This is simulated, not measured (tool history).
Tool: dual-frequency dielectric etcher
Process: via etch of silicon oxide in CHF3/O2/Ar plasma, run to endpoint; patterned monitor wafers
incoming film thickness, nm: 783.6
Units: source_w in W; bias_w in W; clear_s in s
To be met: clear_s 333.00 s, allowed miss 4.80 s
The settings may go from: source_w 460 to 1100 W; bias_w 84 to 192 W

run  hour  source_w  bias_w  clear_s
  1   0.0       780     138   354.34
  2   5.4       790     138   353.10
  3   8.6       920     138   339.32
  4  12.2       850     138   344.72
  5  19.5       750     138   358.52
  6  24.5       750     117   377.54
  7  28.9       790     118   369.51
  8  34.4       820     119   364.31
  9  35.5       850     120   360.45
 10  41.5       870     121   356.87
 11  45.3       890     122   354.58
 12  51.9       910     123   352.10
 13  53.5       910     123   349.88
 14  60.6       920     123   348.61
 15  66.0       930     123   348.05
 16  74.4       940     123   347.01
 17  76.6       950     123   346.72

Which of these 4 next moves meets every target?
  A  78.8       980     113        ?
  B  78.8      1040     127        ?
  C  78.8      1050     106        ?
  D  78.8       920     128        ?

move  clear_s
   A   346.77
   B   330.28
   C   345.00
   D   342.06
A: as far off as the last run
B: meets every target
C: nearer than the last run, and not there yet
D: nearer than the last run, and not there yet
Move B is the one to make.
